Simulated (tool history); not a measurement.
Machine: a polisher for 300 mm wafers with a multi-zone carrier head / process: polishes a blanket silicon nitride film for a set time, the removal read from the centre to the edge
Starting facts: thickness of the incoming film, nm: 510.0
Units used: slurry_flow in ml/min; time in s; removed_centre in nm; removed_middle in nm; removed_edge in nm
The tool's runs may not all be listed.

run	hour	slurry_flow	centre_zone	middle_zone	edge_zone	time	removed_centre	removed_middle	removed_edge
1	0.0	250	1.00	1.00	1.00	34	89.560	91.233	90.815
2	7.8	240	0.96	0.99	0.97	33	83.345	87.031	86.683
3	11.3	240	0.96	0.99	0.97	27	67.772	71.731	69.866
4	13.7	240	0.96	0.99	1.01	27	67.873	69.413	71.483
5	20.6	210	0.96	0.99	1.01	27	67.324	68.357	70.858
6	23.1	225	0.95	1.01	1.02	27	66.055	71.475	70.653
7	27.4	235	0.95	1.02	1.03	27	67.472	73.449	71.968

Run 8 comes next. What will it give?
8	28.5	240	0.94	1.02	1.04	27	?	?	?

removed_centre: 67.312 nm
removed_middle: 73.025 nm
removed_edge: 72.008 nm
